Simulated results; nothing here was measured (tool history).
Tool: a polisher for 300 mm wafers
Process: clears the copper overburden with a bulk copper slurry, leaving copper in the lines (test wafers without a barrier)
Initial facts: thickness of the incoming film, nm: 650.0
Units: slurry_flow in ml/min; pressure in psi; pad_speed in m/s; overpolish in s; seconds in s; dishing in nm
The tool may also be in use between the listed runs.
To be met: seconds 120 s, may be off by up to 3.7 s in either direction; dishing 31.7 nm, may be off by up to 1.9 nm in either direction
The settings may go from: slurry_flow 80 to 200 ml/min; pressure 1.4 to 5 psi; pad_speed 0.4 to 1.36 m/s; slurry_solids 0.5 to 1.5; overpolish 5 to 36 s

| run | day | slurry_flow | pressure | pad_speed | slurry_solids | overpolish | seconds | dishing |
|---|---|---|---|---|---|---|---|---|
| 1 | 0 | 130 | 3.2 | 0.88 | 1 | 18 | 70.904 | 93.115 |
| 2 | 0.088 | 130 | 3 | 0.88 | 1 | 16 | 76.934 | 78.79 |
| 3 | 0.192 | 130 | 3 | 0.88 | 1.1 | 16 | 74.975 | 81.7 |
| 4 | 0.325 | 130 | 3 | 0.88 | 1.25 | 16 | 72.788 | 83.423 |
| 5 | 0.567 | 130 | 3 | 0.88 | 1.45 | 16 | 71.635 | 82.918 |
| 6 | 0.688 | 130 | 3 | 0.7 | 1.45 | 16 | 90.703 | 70.46 |
| 7 | 0.983 | 130 | 2.8 | 0.72 | 1.45 | 15 | 94.033 | 66.031 |
| 8 | 1.221 | 125 | 1.9 | 0.86 | 1.5 | 6 | 113.64 | 25.062 |
| 9 | 1.533 | 120 | 1.9 | 0.78 | 1.45 | 11 | 126.97 | 39.56 |
| 10 | 1.771 | 125 | 1.9 | 0.78 | 1.45 | 11 | 129.03 | 39.348 |
| 11 | 1.854 | 130 | 2 | 0.78 | 1.45 | 9 | 119.1 | 34.835 |

Of the 4 settings listed for the next run, only one would bring every result within its allowed miss of target. Which one?
| A | 1.938 | 115 | 2.3 | 0.68 | 1.5 | 10 | ? | ? |
| B | 1.938 | 140 | 1.9 | 0.84 | 1.4 | 10 | ? | ? |
| C | 1.938 | 125 | 1.8 | 0.9 | 1.25 | 8 | ? | ? |
| D | 1.938 | 135 | 2.1 | 0.76 | 1.4 | 10 | ? | ? |

| move | seconds | dishing |
|---|---|---|
| A | 119.93 | 38.356 |
| B | 114.77 | 39.314 |
| C | 117.23 | 31.779 |
| D | 115.61 | 39.345 |
A: moves away from the targets compared with the last run
B: moves away from the targets compared with the last run
C: each result inside its tolerance
D: moves away from the targets compared with the last run
C meets every target.
